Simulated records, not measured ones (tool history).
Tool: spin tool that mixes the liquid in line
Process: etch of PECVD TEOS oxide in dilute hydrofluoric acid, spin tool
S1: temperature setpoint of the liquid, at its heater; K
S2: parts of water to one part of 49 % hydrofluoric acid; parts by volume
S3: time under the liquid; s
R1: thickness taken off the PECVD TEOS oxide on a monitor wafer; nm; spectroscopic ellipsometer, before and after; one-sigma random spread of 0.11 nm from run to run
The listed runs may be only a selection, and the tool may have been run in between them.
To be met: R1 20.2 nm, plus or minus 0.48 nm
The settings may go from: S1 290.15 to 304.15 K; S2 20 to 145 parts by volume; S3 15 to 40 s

run 1 hour=0 | S1=296.15 S2=80 S3=40 | R1=10.972
run 2 hour=7.4 | S1=294.15 S2=80 S3=40 | R1=10.097
run 3 hour=8.4 | S1=296.65 S2=75 S3=40 | R1=12.099
run 4 hour=17.3 | S1=296.65 S2=75 S3=15 | R1=4.4462
run 5 hour=18.8 | S1=299.15 S2=75 S3=15 | R1=4.9656
run 6 hour=22.2 | S1=299.15 S2=60 S3=15 | R1=6.2998
run 7 hour=30.8 | S1=297.15 S2=50 S3=15 | R1=7.0425
run 8 hour=37.9 | S1=295.65 S2=45 S3=20 | R1=10.012
run 9 hour=41 | S1=294.15 S2=40 S3=20 | R1=10.614
run 10 hour=43.3 | S1=293.15 S2=35 S3=25 | R1=14.589
run 11 hour=45.6 | S1=292.65 S2=35 S3=25 | R1=14.161
run 12 hour=49.4 | S1=292.15 S2=30 S3=25 | R1=16.377
run 13 hour=50.3 | S1=291.65 S2=30 S3=25 | R1=16.139
run 14 hour=55.9 | S1=291.15 S2=30 S3=25 | R1=15.638
run 15 hour=60.2 | S1=290.65 S2=25 S3=30 | R1=22.24
run 16 hour=64.1 | S1=291.15 S2=25 S3=30 | R1=22.669
run 17 hour=66.2 | S1=291.65 S2=25 S3=30 | R1=23.424
run 18 hour=71.9 | S1=292.15 S2=25 S3=30 | R1=23.516
run 19 hour=72.6 | S1=293.65 S2=25 S3=30 | R1=25.354
run 20 hour=75.9 | S1=293.65 S2=25 S3=30 | R1=25.525

5 candidate next runs follow, results not yet known. Just one meets every target within its allowed miss. Identify it.
run A hour=79.2 | S1=296.65 S2=30 S3=30 | R1=?
run B hour=79.2 | S1=293.15 S2=40 S3=35 | R1=?
run C hour=79.2 | S1=292.65 S2=20 S3=20 | R1=?
run D hour=79.2 | S1=293.65 S2=25 S3=35 | R1=?
run E hour=79.2 | S1=291.65 S2=20 S3=35 | R1=?

move=A R1=23.78
move=B R1=17.713
move=C R1=20.292
move=D R1=29.489
move=E R1=33.99
A: better than the last run, though not everything is in spec
B: moves the result that the last run missed by most past its target, out the other side
C: all results land within tolerance of their targets
D: the biggest miss grows against the last run
E: the biggest miss grows against the last run
C is the move that brings every result within its allowed miss.
